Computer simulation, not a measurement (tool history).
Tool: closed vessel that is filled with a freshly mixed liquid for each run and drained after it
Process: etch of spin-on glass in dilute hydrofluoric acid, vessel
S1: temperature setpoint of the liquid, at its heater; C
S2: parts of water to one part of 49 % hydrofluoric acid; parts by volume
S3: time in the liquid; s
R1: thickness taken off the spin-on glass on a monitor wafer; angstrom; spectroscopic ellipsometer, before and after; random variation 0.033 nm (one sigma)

run,hour,S1,S2,S3,R1
1,0,21,225,100,89.318
2,6.5,20,235,100,80.611
3,8.8,20,235,100,81.405
4,18.1,17.5,235,100,73.738
5,25.4,17.5,245,100,69.756
6,33.7,17.5,245,110,77.29

The next listed run, before its measurement:
7,36.9,17.5,255,110,?

R1: 72.786 angstrom

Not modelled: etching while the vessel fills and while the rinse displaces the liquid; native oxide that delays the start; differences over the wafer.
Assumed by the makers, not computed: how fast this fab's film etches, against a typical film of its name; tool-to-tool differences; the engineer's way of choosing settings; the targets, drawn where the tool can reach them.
